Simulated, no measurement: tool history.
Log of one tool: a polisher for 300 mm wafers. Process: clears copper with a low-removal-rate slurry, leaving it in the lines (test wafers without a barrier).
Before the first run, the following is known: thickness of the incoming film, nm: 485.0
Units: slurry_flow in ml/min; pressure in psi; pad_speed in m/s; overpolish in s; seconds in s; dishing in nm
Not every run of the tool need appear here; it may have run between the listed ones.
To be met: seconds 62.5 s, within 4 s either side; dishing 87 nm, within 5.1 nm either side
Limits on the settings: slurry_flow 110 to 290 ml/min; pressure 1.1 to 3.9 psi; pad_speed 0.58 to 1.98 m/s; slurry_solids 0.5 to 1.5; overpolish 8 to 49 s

run  hour  slurry_flow  pressure  pad_speed  slurry_solids  overpolish  seconds  dishing
  1     0          185       2.5       1.28              1          25   116.29   49.354
  2   6.8          185       2.5       1.28              1          17   111.16   35.842
  3  12.4          185       2.7       1.32              1          19   103.33   42.915
  4  15.7          185       2.7        1.1              1          19   121.03   39.791
  5  24.2          185       2.9       1.16              1          20   106.18   44.581
  6    27          185       2.9       1.42              1          20   90.449   51.297
  7  33.9          185       3.1       1.44              1          21   83.775   55.978
  8  41.2          185       3.2       1.46              1          22   81.462   59.889
  9  43.3          185       3.9       1.52              1          27   64.709   80.011
 10  44.3          185       3.9       1.54              1          27   61.391   81.876

Which one of the following 5 next-run settings gets every result inside its allowed miss? There is exactly one.
  A  45.3          195       3.8       1.68           0.75          31        ?        ?
  B  45.3          210       3.9       1.74           0.95          21        ?        ?
  C  45.3          205       3.9       1.66           1.05          22        ?        ?
  D  45.3          185       3.9       1.72            1.2          26        ?        ?
  E  45.3          200       3.9       1.76           1.05          20        ?        ?

move  seconds  dishing
   A   61.107   85.262
   B   53.895    74.25
   C   55.137    75.29
   D   52.453   84.717
   E   52.411   73.336
A: hits every target within its allowed miss
B: misses by more than the last run did
C: misses by more than the last run did
D: gets the furthest-off result to its target, but another result is out of tolerance
E: misses by more than the last run did
The move that meets every target is A.
